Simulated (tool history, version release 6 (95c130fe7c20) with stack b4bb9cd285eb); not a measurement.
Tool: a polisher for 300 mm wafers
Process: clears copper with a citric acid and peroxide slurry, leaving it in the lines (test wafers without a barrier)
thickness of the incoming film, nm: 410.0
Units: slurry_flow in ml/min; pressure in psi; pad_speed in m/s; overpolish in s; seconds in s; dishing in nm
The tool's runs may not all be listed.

| run | hour | slurry_flow | pressure | pad_speed | slurry_solids | overpolish | seconds | dishing |
|---|---|---|---|---|---|---|---|---|
| 1 | 0 | 245 | 3 | 1.42 | 1 | 11 | 122.45 | 25.671 |
| 2 | 9 | 245 | 2.7 | 1.32 | 1 | 12 | 144.89 | 25.075 |
| 3 | 12.4 | 245 | 2.7 | 1.62 | 1 | 12 | 119.13 | 29.302 |
| 4 | 14.3 | 245 | 2.7 | 1.62 | 1 | 9 | 124.53 | 22.291 |
| 5 | 22.5 | 245 | 2.5 | 1.5 | 1 | 10 | 138.31 | 21.526 |
| 6 | 25.8 | 195 | 2.5 | 1.5 | 1 | 10 | 141.17 | 21.041 |
| 7 | 27.2 | 185 | 1.7 | 1.1 | 0.95 | 15 | 264.86 | 16.244 |

The next listed run, before its measurement:
| 8 | 30 | 185 | 1.4 | 1.08 | 0.95 | 16 | ? | ? |

Run 8 gave seconds 322.43 s, dishing 15.486 nm.

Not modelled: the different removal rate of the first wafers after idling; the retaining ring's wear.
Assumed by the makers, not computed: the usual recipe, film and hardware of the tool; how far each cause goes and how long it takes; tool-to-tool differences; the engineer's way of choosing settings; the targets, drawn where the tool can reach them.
